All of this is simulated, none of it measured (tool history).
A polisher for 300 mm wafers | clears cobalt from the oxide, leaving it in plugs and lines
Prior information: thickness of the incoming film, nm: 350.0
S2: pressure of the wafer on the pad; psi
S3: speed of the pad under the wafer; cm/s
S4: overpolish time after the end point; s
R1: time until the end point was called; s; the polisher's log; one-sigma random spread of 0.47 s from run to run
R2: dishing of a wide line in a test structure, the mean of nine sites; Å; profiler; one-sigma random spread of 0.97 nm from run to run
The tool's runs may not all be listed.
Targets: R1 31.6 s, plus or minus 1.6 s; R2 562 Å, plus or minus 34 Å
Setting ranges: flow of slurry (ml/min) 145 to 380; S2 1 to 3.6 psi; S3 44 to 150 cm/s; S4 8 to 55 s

{"run": 1, "day": 0.0, "flow of slurry (ml/min)": 245, "S2": 2.3, "S3": 96, "S4": 28, "R1": 64.224, "R2": 501.7}
{"run": 2, "day": 0.167, "flow of slurry (ml/min)": 245, "S2": 2.5, "S3": 98, "S4": 27, "R1": 59.688, "R2": 540.09}
{"run": 3, "day": 0.496, "flow of slurry (ml/min)": 245, "S2": 2.5, "S3": 122, "S4": 27, "R1": 47.114, "R2": 545.97}
{"run": 4, "day": 0.842, "flow of slurry (ml/min)": 205, "S2": 2.5, "S3": 122, "S4": 27, "R1": 48.297, "R2": 541.59}
{"run": 5, "day": 1.1, "flow of slurry (ml/min)": 205, "S2": 2.5, "S3": 122, "S4": 36, "R1": 49.318, "R2": 553.16}
{"run": 6, "day": 1.45, "flow of slurry (ml/min)": 205, "S2": 3, "S3": 122, "S4": 36, "R1": 42.997, "R2": 582.08}
{"run": 7, "day": 1.746, "flow of slurry (ml/min)": 200, "S2": 3.1, "S3": 124, "S4": 33, "R1": 41.253, "R2": 568.46}
{"run": 8, "day": 1.975, "flow of slurry (ml/min)": 200, "S2": 3.1, "S3": 124, "S4": 33, "R1": 40.66, "R2": 565.57}
{"run": 9, "day": 2.146, "flow of slurry (ml/min)": 200, "S2": 3.2, "S3": 126, "S4": 32, "R1": 39.146, "R2": 579.49}
{"day": 2.475, "done": "head pressure recalibrated"}
{"run": 10, "day": 2.475, "flow of slurry (ml/min)": 200, "S2": 3.3, "S3": 128, "S4": 30, "R1": 35.735, "R2": 573.84}

Which of these 5 next moves meets every target?
{"run": "A", "day": 2.804, "flow of slurry (ml/min)": 240, "S2": 3.2, "S3": 142, "S4": 27, "R1": "?", "R2": "?"}
{"run": "B", "day": 2.804, "flow of slurry (ml/min)": 190, "S2": 3.1, "S3": 136, "S4": 30, "R1": "?", "R2": "?"}
{"run": "C", "day": 2.804, "flow of slurry (ml/min)": 235, "S2": 3.6, "S3": 116, "S4": 25, "R1": "?", "R2": "?"}
{"run": "D", "day": 2.804, "flow of slurry (ml/min)": 180, "S2": 3.6, "S3": 120, "S4": 43, "R1": "?", "R2": "?"}
{"run": "E", "day": 2.804, "flow of slurry (ml/min)": 280, "S2": 3.3, "S3": 150, "S4": 19, "R1": "?", "R2": "?"}

move=A R1=31.862 R2=555.16
move=B R1=35.18 R2=555.68
move=C R1=35.583 R2=545.78
move=D R1=35.81 R2=563.48
move=E R1=28.994 R2=540.14
A: every result within its allowed miss
B: nearer than the last run, and not there yet
C: no better and no worse than the last run
D: no better and no worse than the last run
E: carries the result that was furthest off beyond its target, to the other side
A is the move that brings every result within its allowed miss.
